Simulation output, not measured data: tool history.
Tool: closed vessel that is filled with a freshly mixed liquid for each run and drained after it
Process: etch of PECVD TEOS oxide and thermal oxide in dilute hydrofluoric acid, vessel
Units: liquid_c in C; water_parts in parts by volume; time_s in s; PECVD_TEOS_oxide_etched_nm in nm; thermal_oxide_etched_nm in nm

run  hour  liquid_c  water_parts  time_s  PECVD_TEOS_oxide_etched_nm  thermal_oxide_etched_nm
  1   0.0        24          230     590                      17.483                   9.7414
  2   6.1        24          230     735                      22.028                  12.0200
  3  13.1        24          230     820                      24.562                  13.5450
  4  14.5        24          195     820                      30.021                  16.6960
  5  18.0        24          195     975                      36.075                  19.6710
  6  23.5        26          195     975                      38.208                  21.0700
  7  32.0        25          215     975                      32.994                  18.3370

The next listed run, before its measurement:
  8  40.2        24          230     975                           ?                        ?

PECVD_TEOS_oxide_etched_nm: 29.225 nm
thermal_oxide_etched_nm: 15.9110 nm

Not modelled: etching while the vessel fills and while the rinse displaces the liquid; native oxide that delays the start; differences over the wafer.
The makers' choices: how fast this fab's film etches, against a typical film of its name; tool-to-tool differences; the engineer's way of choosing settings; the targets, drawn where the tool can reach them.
